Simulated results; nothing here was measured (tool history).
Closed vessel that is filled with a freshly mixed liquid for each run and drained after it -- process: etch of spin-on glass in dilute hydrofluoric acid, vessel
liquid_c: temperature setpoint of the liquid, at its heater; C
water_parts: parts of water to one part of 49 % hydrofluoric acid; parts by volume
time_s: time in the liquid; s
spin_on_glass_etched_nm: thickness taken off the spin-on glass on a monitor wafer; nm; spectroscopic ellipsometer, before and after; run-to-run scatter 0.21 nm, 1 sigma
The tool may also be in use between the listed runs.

{"run": 1, "hour": 0.0, "liquid_c": 21.0, "water_parts": 60, "time_s": 30, "spin_on_glass_etched_nm": 15.267}
{"run": 2, "hour": 8.7, "liquid_c": 19.0, "water_parts": 60, "time_s": 30, "spin_on_glass_etched_nm": 14.186}
{"run": 3, "hour": 10.8, "liquid_c": 22.0, "water_parts": 55, "time_s": 30, "spin_on_glass_etched_nm": 17.916}
{"run": 4, "hour": 14.1, "liquid_c": 22.0, "water_parts": 55, "time_s": 30, "spin_on_glass_etched_nm": 17.582}
{"run": 5, "hour": 22.0, "liquid_c": 22.0, "water_parts": 65, "time_s": 30, "spin_on_glass_etched_nm": 15.104}
{"run": 6, "hour": 23.2, "liquid_c": 24.0, "water_parts": 60, "time_s": 30, "spin_on_glass_etched_nm": 17.561}
{"run": 7, "hour": 25.5, "liquid_c": 25.5, "water_parts": 55, "time_s": 30, "spin_on_glass_etched_nm": 20.913}
{"hour": 32.1, "done": "thermometer replaced"}
{"run": 8, "hour": 32.1, "liquid_c": 26.5, "water_parts": 55, "time_s": 30, "spin_on_glass_etched_nm": 23.644}
{"run": 9, "hour": 34.4, "liquid_c": 27.0, "water_parts": 55, "time_s": 30, "spin_on_glass_etched_nm": 24.025}
{"run": 10, "hour": 36.0, "liquid_c": 27.5, "water_parts": 55, "time_s": 30, "spin_on_glass_etched_nm": 24.766}
{"run": 11, "hour": 43.5, "liquid_c": 29.0, "water_parts": 55, "time_s": 30, "spin_on_glass_etched_nm": 25.976}

Expected results for the next run?
{"run": 12, "hour": 50.8, "liquid_c": 28.5, "water_parts": 55, "time_s": 30, "spin_on_glass_etched_nm": "?"}

{"run 12": {"spin_on_glass_etched_nm": 25.268}}
